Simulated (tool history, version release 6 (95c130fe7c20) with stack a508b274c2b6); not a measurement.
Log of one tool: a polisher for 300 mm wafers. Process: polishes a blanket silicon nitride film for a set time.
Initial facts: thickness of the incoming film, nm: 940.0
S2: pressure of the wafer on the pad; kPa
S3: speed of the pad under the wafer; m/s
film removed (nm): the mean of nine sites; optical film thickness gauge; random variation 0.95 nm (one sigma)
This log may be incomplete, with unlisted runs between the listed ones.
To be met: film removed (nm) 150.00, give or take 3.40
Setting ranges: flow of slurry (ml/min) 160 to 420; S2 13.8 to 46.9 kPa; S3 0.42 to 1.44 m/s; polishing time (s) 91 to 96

run 1 hour=0.0 | flow_of_slurry_(ml/min)=270 S2=30.3 S3=0.92 polishing_time_(s)=91 | film_removed_(nm)=167.53
run 2 hour=2.9 | flow_of_slurry_(ml/min)=270 S2=30.3 S3=1.04 polishing_time_(s)=91 | film_removed_(nm)=185.49
run 3 hour=10.1 | flow_of_slurry_(ml/min)=300 S2=30.3 S3=1.04 polishing_time_(s)=91 | film_removed_(nm)=188.25
run 4 hour=12.0 | flow_of_slurry_(ml/min)=290 S2=29.0 S3=1.04 polishing_time_(s)=91 | film_removed_(nm)=178.08
run 5 hour=16.0 | flow_of_slurry_(ml/min)=290 S2=29.0 S3=1.24 polishing_time_(s)=91 | film_removed_(nm)=205.05
run 6 hour=17.6 | flow_of_slurry_(ml/min)=280 S2=26.9 S3=1.24 polishing_time_(s)=91 | film_removed_(nm)=187.62
run 7 hour=24.0 | flow_of_slurry_(ml/min)=265 S2=25.5 S3=1.24 polishing_time_(s)=91 | film_removed_(nm)=180.87
run 8 hour=26.2 | flow_of_slurry_(ml/min)=265 S2=18.6 S3=1.24 polishing_time_(s)=91 | film_removed_(nm)=132.44
run 9 hour=30.2 | flow_of_slurry_(ml/min)=265 S2=19.3 S3=1.24 polishing_time_(s)=91 | film_removed_(nm)=137.28
run 10 hour=35.4 | flow_of_slurry_(ml/min)=265 S2=20.0 S3=1.24 polishing_time_(s)=91 | film_removed_(nm)=142.50

Which single option among these 4 for the next run brings every result within its allowed miss of target? Just one does.
run A hour=40.6 | flow_of_slurry_(ml/min)=350 S2=20.0 S3=1.20 polishing_time_(s)=96 | film_removed_(nm)=?
run B hour=40.6 | flow_of_slurry_(ml/min)=245 S2=18.6 S3=1.14 polishing_time_(s)=96 | film_removed_(nm)=?
run C hour=40.6 | flow_of_slurry_(ml/min)=270 S2=22.1 S3=0.98 polishing_time_(s)=93 | film_removed_(nm)=?
run D hour=40.6 | flow_of_slurry_(ml/min)=270 S2=17.2 S3=1.24 polishing_time_(s)=96 | film_removed_(nm)=?

move=A film_removed_(nm)=148.95
move=B film_removed_(nm)=129.88
move=C film_removed_(nm)=132.22
move=D film_removed_(nm)=130.18
A: hits every target within its allowed miss
B: moves away from the targets compared with the last run
C: moves away from the targets compared with the last run
D: moves away from the targets compared with the last run
Correct choice: A, which meets every target

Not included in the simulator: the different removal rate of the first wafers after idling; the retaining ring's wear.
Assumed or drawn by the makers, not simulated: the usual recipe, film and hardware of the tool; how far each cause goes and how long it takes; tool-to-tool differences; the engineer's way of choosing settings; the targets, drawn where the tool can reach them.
